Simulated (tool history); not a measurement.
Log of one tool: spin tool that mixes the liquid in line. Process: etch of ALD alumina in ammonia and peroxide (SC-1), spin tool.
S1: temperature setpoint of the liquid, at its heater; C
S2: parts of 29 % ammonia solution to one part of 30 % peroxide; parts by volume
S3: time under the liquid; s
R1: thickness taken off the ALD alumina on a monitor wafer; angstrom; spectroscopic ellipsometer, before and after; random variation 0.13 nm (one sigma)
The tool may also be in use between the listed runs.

run	hour	S1	S2	S3	R1
1	0.0	48.0	0.9	315	237.68
2	6.9	48.0	0.9	335	253.21
3	15.6	48.0	0.7	335	248.16
4	23.4	50.0	0.7	335	275.88
5	32.2	46.5	0.7	335	226.42
6	39.6	49.0	0.7	335	261.57
7	46.1	50.5	0.7	335	283.70

Forecast run 8:
8	49.9	58.5	0.7	335	?

Run 8 gave R1 437.08 angstrom.

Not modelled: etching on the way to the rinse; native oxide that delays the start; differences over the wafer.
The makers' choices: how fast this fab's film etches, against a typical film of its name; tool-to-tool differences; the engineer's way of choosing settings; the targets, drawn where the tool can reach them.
